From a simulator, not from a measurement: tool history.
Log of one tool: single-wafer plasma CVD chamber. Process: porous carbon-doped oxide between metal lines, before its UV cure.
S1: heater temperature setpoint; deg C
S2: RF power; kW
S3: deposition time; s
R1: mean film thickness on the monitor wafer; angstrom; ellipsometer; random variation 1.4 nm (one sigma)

run 1 hour=0.0 | S1=295 S2=0.595 S3=39.2 | R1=2585.7
run 2 hour=7.6 | S1=289 S2=0.595 S3=39.2 | R1=2660.4
run 3 hour=13.3 | S1=299 S2=0.595 S3=39.2 | R1=2510.5
run 4 hour=22.1 | S1=294 S2=0.595 S3=39.2 | R1=2571.6
run 5 hour=27.2 | S1=290 S2=0.615 S3=39.2 | R1=2722.8
run 6 hour=32.7 | S1=282 S2=0.615 S3=39.2 | R1=2856.6

Run 7 comes next. What will it give?
run 7 hour=39.6 | S1=271 S2=0.690 S3=39.2 | R1=?

R1: 3329.2 angstrom

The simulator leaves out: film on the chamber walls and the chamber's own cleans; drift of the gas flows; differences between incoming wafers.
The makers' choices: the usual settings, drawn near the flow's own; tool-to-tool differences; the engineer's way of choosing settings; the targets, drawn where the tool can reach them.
